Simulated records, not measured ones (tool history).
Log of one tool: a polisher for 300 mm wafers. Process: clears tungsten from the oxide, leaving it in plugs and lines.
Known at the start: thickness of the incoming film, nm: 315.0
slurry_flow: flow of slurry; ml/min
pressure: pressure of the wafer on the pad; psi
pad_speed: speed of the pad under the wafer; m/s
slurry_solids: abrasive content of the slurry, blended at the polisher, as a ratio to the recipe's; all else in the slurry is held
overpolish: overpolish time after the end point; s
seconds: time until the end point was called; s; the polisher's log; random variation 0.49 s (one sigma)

{"run": 1, "day": 0.0, "slurry_flow": 185, "pressure": 2.6, "pad_speed": 1.22, "slurry_solids": 1, "overpolish": 29, "seconds": 88.369}
{"run": 2, "day": 0.179, "slurry_flow": 185, "pressure": 2.4, "pad_speed": 1.22, "slurry_solids": 1, "overpolish": 29, "seconds": 95.725}
{"run": 3, "day": 0.392, "slurry_flow": 190, "pressure": 2.9, "pad_speed": 1.24, "slurry_solids": 1, "overpolish": 29, "seconds": 79.059}
{"run": 4, "day": 0.442, "slurry_flow": 160, "pressure": 2.9, "pad_speed": 1.24, "slurry_solids": 1, "overpolish": 29, "seconds": 79.513}
{"run": 5, "day": 0.521, "slurry_flow": 195, "pressure": 2.9, "pad_speed": 1.24, "slurry_solids": 1, "overpolish": 29, "seconds": 78.998}
{"run": 6, "day": 0.733, "slurry_flow": 195, "pressure": 3.2, "pad_speed": 1.3, "slurry_solids": 1, "overpolish": 29, "seconds": 66.386}
{"run": 7, "day": 1.079, "slurry_flow": 195, "pressure": 3.4, "pad_speed": 1.32, "slurry_solids": 1, "overpolish": 29, "seconds": 62.546}
{"run": 8, "day": 1.362, "slurry_flow": 195, "pressure": 3.6, "pad_speed": 1.34, "slurry_solids": 1, "overpolish": 29, "seconds": 59.665}
{"run": 9, "day": 1.454, "slurry_flow": 195, "pressure": 3.7, "pad_speed": 1.38, "slurry_solids": 1, "overpolish": 29, "seconds": 55.237}

The next listed run, before its measurement:
{"run": 10, "day": 1.533, "slurry_flow": 210, "pressure": 4, "pad_speed": 1.4, "slurry_solids": 1, "overpolish": 29, "seconds": "?"}

seconds: 50.72 s
